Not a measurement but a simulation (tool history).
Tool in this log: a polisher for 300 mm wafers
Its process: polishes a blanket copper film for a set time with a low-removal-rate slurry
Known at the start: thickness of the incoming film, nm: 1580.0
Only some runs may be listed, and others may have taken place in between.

run  hour  flow of slurry (ml/min)  pressure of the wafer on the pad (psi)  speed of the pad under the wafer (m/s)  abrasive content of the slurry  polishing time (s)  film removed (nm)
  1   0.0                      315                                     3.4                                    1.40                             1.0                  76             394.79
  2   8.3                      315                                     3.1                                    1.32                             1.0                  76             345.10
  3  16.4                      315                                     3.1                                    1.32                             1.0                  76             341.77
  4  24.9                      315                                     2.9                                    1.26                             1.0                  76             308.92
  5  26.1                      285                                     2.9                                    1.26                             1.0                  76             302.12
  6  31.9                      275                                     2.7                                    1.22                             1.0                  76             275.33
  7  35.0                      270                                     2.5                                    1.18                             1.0                  76             248.79
  8  40.4                      265                                     2.4                                    1.16                             1.0                  76             229.13

What does the tool deliver on the next run?
  9  44.7                      260                                     2.3                                    1.14                             1.0                  76                  ?

Run 9 produced film removed (nm) 219.41.
